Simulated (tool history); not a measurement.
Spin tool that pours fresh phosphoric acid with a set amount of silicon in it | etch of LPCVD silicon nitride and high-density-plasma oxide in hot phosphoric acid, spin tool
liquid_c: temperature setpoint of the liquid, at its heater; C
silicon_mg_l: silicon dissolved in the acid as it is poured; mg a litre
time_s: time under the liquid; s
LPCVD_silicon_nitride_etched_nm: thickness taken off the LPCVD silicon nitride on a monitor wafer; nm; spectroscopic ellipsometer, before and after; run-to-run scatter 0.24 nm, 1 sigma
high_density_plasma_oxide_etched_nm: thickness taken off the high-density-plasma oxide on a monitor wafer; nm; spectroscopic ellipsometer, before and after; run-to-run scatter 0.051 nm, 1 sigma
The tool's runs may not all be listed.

run	hour	liquid_c	silicon_mg_l	time_s	LPCVD_silicon_nitride_etched_nm	high_density_plasma_oxide_etched_nm
1	0	161	13.5	180	15.341	0.70675
2	4.5	161.5	15	195	17.204	0.81319
3	12.8	161.5	11.5	195	17.134	0.83054
4	21	161.5	5	195	17.292	1.0265
5	29	162	9	205	18.242	1.0556
6	34.5	162	5	205	18.671	1.094

Run 7 has not been measured yet. What should we expect?
7	36.4	162.5	9	215	?	?

LPCVD_silicon_nitride_etched_nm: 19.377 nm
high_density_plasma_oxide_etched_nm: 1.0571 nm
